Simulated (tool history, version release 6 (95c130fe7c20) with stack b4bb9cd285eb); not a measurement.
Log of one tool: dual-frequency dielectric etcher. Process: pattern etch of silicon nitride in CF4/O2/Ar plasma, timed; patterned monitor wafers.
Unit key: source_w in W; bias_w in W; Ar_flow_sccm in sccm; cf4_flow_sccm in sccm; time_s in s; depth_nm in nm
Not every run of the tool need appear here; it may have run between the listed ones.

run,hour,source_w,bias_w,Ar_flow_sccm,cf4_flow_sccm,time_s,depth_nm
1,0.0,670,38,136,85,377,760.46
2,0.5,630,38,136,85,377,734.77
3,1.7,590,38,136,85,377,708.84
4,6.4,560,37,137,85,377,667.51
5,9.9,560,43,137,85,377,714.22
6,18.1,560,43,137,78,377,701.63
7,23.6,530,42,138,78,377,684.01
8,29.7,510,41,139,78,376,654.23

For run 9, what comes out?
9,31.4,490,40,140,78,376,?

{"run 9": {"depth_nm": 636.31}}
